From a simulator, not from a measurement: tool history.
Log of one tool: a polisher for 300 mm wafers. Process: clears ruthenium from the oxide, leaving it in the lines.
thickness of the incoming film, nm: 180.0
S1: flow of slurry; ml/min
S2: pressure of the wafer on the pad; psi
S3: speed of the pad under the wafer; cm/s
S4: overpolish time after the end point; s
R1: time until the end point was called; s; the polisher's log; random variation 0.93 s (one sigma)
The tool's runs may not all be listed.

| run | hour | S1 | S2 | S3 | S4 | R1 |
|---|---|---|---|---|---|---|
| 1 | 0 | 315 | 2.7 | 106 | 8 | 134.15 |
| 2 | 8.4 | 290 | 2.7 | 106 | 8 | 135.78 |
| 3 | 17.3 | 290 | 3.1 | 106 | 8 | 120.07 |
| 4 | 25.4 | 290 | 3.5 | 106 | 8 | 106.13 |
| 5 | 27.4 | 290 | 3.5 | 106 | 8 | 105.89 |
| 6 | 31.2 | 290 | 3.7 | 108 | 8 | 99.667 |
| 7 | 33.2 | 290 | 3.8 | 110 | 8 | 95.349 |
| 8 | 35.5 | 290 | 3.8 | 110 | 8 | 95.801 |

Run 9 comes next. What will it give?
| 9 | 37.7 | 290 | 3.9 | 112 | 8 | ? |

R1: 90.446 s

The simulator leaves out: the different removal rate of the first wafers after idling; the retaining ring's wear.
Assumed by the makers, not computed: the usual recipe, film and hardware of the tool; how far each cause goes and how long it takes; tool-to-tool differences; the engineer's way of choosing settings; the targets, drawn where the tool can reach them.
